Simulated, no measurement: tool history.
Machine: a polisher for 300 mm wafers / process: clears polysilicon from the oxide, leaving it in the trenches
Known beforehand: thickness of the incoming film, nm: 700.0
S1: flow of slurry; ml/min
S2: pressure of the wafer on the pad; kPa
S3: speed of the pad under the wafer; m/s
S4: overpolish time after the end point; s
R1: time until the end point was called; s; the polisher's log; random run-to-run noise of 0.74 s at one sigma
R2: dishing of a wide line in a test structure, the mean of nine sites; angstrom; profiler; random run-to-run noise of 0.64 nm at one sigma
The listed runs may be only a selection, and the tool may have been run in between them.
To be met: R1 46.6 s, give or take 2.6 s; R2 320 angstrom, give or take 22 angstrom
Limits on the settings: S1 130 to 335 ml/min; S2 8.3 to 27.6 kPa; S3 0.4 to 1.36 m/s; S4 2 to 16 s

run   hour   S1    S2    S3  S4      R1      R2
  1      0  215  17.9  0.88   8  51.121  532.32
  2    3.2  215  17.9  0.88   7  52.415  509.17
  3    8.5  215  17.9  0.88   5  50.688  416.46
  4   10.9  215  17.9  1.06   5  44.808  454.37
  5   14.4  220  17.9  1.02   4  44.149  388.87
  6   16.7  220  17.9  1.12   4  41.654  415.72
  7   18.5  230  17.2  1.12   4  45.063   399.6
  8   25.9  290  16.5  1.16   2   41.93  257.85
  9   30.5  280  16.5  1.16   2  42.026  261.48
 10     36  270  16.5  1.16   2  44.609  256.93
 11   40.7  250  16.5  1.16   6  42.541   511.2
 12   43.7  265  16.5  1.14   6  43.892  497.48
 13   49.5  275  16.5  1.12   6  43.634  499.47
 14     56  280  16.5   1.1   6  46.118  484.42
 15   64.1  280  16.5   1.1   5  45.426  450.63
 16   70.1  280  15.9  1.12   4  47.336  394.46
 17   71.9  270  13.1  1.32   2  48.375  237.75
 18   80.3  270  13.1   1.3   2  46.784  230.94
 19   84.2  270  13.1  1.28   2  47.608  232.76
 20   89.4  270  13.8  1.28   6  46.384  492.28
 21   95.2  270  13.8  1.28   5  45.857  461.46
 22  100.8  270  13.8  1.26   5  46.509  442.06
 23  102.4  270  13.8  1.24   4  47.811  383.48

Next run, 4 choices. One meets every target within its allowed miss, the rest don't. Which?
  A   104  255  13.1  1.22   6   ?   ?
  B   104  265  13.1  1.32   3   ?   ?
  C   104  290  14.5   1.3   4   ?   ?
  D   104  285  14.5  1.08   4   ?   ?

move      R1      R2
   A  49.544  463.16
   B  45.941  315.94
   C  42.272  403.37
   D  50.088  362.53
A: further off than the last run
B: all results land within tolerance of their targets
C: further off than the last run
D: moves toward the targets from the last run without getting all of them in spec
Move B is the one to make.

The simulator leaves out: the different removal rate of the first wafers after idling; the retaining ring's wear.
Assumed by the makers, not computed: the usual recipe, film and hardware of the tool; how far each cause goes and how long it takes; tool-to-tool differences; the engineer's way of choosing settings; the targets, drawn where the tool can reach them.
